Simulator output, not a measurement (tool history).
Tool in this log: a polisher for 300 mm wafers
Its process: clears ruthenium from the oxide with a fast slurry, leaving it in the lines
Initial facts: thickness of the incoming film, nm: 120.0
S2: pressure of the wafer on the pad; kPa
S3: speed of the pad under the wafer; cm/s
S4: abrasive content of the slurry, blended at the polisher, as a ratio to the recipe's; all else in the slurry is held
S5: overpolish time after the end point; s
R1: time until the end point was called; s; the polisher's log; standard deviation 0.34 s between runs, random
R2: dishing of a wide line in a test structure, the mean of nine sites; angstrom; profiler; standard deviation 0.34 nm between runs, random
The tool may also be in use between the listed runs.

{"run": 1, "hour": 0.0, "flow of slurry (ml/min)": 145, "S2": 23.4, "S3": 102, "S4": 1, "S5": 22, "R1": 28.698, "R2": 653.35}
{"run": 2, "hour": 1.6, "flow of slurry (ml/min)": 150, "S2": 22.1, "S3": 102, "S4": 1, "S5": 19, "R1": 30.815, "R2": 555.77}
{"run": 3, "hour": 9.1, "flow of slurry (ml/min)": 155, "S2": 21.4, "S3": 102, "S4": 1, "S5": 17, "R1": 30.889, "R2": 521.5}
{"run": 4, "hour": 14.3, "flow of slurry (ml/min)": 155, "S2": 21.4, "S3": 102, "S4": 1.15, "S5": 17, "R1": 29.977, "R2": 527.92}
{"run": 5, "hour": 16.3, "flow of slurry (ml/min)": 155, "S2": 21.4, "S3": 80, "S4": 1.15, "S5": 17, "R1": 35.388, "R2": 461.93}
{"run": 6, "hour": 19.3, "flow of slurry (ml/min)": 150, "S2": 20.7, "S3": 80, "S4": 1.2, "S5": 15, "R1": 35.428, "R2": 404.6}
{"run": 7, "hour": 26.5, "flow of slurry (ml/min)": 115, "S2": 17.9, "S3": 80, "S4": 1.3, "S5": 9, "R1": 39.89, "R2": 232.47}
{"run": 8, "hour": 32.5, "flow of slurry (ml/min)": 125, "S2": 17.9, "S3": 80, "S4": 1.3, "S5": 9, "R1": 39.728, "R2": 234.62}

Forecast run 9:
{"run": 9, "hour": 40.1, "flow of slurry (ml/min)": 135, "S2": 17.9, "S3": 80, "S4": 1.3, "S5": 9, "R1": "?", "R2": "?"}

{"run 9": {"R1": 38.951, "R2": 237.46}}

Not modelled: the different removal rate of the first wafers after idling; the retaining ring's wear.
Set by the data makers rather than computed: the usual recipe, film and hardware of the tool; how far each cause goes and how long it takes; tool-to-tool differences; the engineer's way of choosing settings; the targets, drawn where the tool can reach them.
